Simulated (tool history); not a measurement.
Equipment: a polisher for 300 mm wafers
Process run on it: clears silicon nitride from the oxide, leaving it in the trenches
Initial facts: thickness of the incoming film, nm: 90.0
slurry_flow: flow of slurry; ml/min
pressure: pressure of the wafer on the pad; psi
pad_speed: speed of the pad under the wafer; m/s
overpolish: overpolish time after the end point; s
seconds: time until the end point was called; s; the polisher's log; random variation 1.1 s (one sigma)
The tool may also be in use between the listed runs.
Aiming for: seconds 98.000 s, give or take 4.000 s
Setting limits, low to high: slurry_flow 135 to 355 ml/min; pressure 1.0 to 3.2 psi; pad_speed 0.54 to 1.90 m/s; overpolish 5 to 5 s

Run 1, day 0.000: slurry_flow 225 ml/min, pressure 2.1 psi, pad_speed 1.22 m/s, overpolish 5 s. Result: seconds 139.830 s.
Run 2, day 0.192: slurry_flow 225 ml/min, pressure 2.3 psi, pad_speed 1.22 m/s, overpolish 5 s. Result: seconds 129.120 s.
Run 3, day 0.392: slurry_flow 225 ml/min, pressure 2.0 psi, pad_speed 1.22 m/s, overpolish 5 s. Result: seconds 143.770 s.
Run 4, day 0.746: slurry_flow 225 ml/min, pressure 2.2 psi, pad_speed 1.24 m/s, overpolish 5 s. Result: seconds 130.180 s.
At day 0.992: worn pad replaced by a new one.
Run 5, day 0.992: slurry_flow 275 ml/min, pressure 2.2 psi, pad_speed 1.24 m/s, overpolish 5 s. Result: seconds 117.700 s.
Run 6, day 1.300: slurry_flow 290 ml/min, pressure 2.2 psi, pad_speed 1.24 m/s, overpolish 5 s. Result: seconds 117.250 s.
Run 7, day 1.475: slurry_flow 300 ml/min, pressure 2.3 psi, pad_speed 1.24 m/s, overpolish 5 s. Result: seconds 115.040 s.
Run 8, day 1.779: slurry_flow 305 ml/min, pressure 2.4 psi, pad_speed 1.24 m/s, overpolish 5 s. Result: seconds 108.390 s.
Run 9, day 1.817: slurry_flow 310 ml/min, pressure 2.4 psi, pad_speed 1.24 m/s, overpolish 5 s. Result: seconds 108.630 s.
Run 10, day 1.962: slurry_flow 315 ml/min, pressure 2.4 psi, pad_speed 1.24 m/s, overpolish 5 s. Result: seconds 108.240 s.
Run 11, day 2.079: slurry_flow 320 ml/min, pressure 2.5 psi, pad_speed 1.24 m/s, overpolish 5 s. Result: seconds 104.240 s.
Run 12, day 2.450: slurry_flow 320 ml/min, pressure 2.5 psi, pad_speed 1.24 m/s, overpolish 5 s. Result: seconds 103.350 s.

4 next moves are on the table. One of them brings every result within its allowed miss. Which?
Run A, day 2.821: slurry_flow 355 ml/min, pressure 2.9 psi, pad_speed 1.30 m/s, overpolish 5 s. Result: seconds ?.
Run B, day 2.821: slurry_flow 350 ml/min, pressure 2.6 psi, pad_speed 1.38 m/s, overpolish 5 s. Result: seconds ?.
Run C, day 2.821: slurry_flow 355 ml/min, pressure 2.6 psi, pad_speed 1.26 m/s, overpolish 5 s. Result: seconds ?.
Run D, day 2.821: slurry_flow 330 ml/min, pressure 3.0 psi, pad_speed 1.26 m/s, overpolish 5 s. Result: seconds ?.

move  seconds
   A   86.757
   B   90.475
   C   98.731
   D   87.221
A: takes the biggest miss from the last run beyond its target
B: takes the biggest miss from the last run beyond its target
C: each result inside its tolerance
D: takes the biggest miss from the last run beyond its target
So the answer is move C, the one that meets all the targets.

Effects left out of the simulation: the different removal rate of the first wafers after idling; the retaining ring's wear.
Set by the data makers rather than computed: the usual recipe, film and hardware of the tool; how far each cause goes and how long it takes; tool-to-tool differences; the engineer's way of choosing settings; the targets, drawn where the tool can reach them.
